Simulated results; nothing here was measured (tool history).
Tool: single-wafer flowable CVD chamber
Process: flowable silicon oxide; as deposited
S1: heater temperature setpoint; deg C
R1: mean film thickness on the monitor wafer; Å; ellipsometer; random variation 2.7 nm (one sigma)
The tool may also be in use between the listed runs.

run 1 hour=0 | S1=90 chamber_pressure_(Torr)=1.04 RF_power_(kW)=1.515 deposition_time_(s)=324 | R1=3751.4
run 2 hour=5.2 | S1=90 chamber_pressure_(Torr)=1.04 RF_power_(kW)=1.515 deposition_time_(s)=324 | R1=3747.3
run 3 hour=13.5 | S1=88 chamber_pressure_(Torr)=1.04 RF_power_(kW)=1.515 deposition_time_(s)=324 | R1=4009.3
run 4 hour=19.9 | S1=86 chamber_pressure_(Torr)=1.04 RF_power_(kW)=1.515 deposition_time_(s)=324 | R1=4298.8
run 5 hour=21 | S1=85 chamber_pressure_(Torr)=1.04 RF_power_(kW)=1.515 deposition_time_(s)=324 | R1=4452.7
run 6 hour=24.8 | S1=84 chamber_pressure_(Torr)=1.04 RF_power_(kW)=1.515 deposition_time_(s)=324 | R1=4598.6
run 7 hour=28.4 | S1=83 chamber_pressure_(Torr)=1.04 RF_power_(kW)=1.515 deposition_time_(s)=324 | R1=4727.8
run 8 hour=33.7 | S1=82 chamber_pressure_(Torr)=1.04 RF_power_(kW)=1.515 deposition_time_(s)=324 | R1=4952.8

Run 9 comes next. What will it give?
run 9 hour=35.3 | S1=81 chamber_pressure_(Torr)=1.04 RF_power_(kW)=1.515 deposition_time_(s)=324 | R1=?

{"run 9": {"R1": 5087.8}}
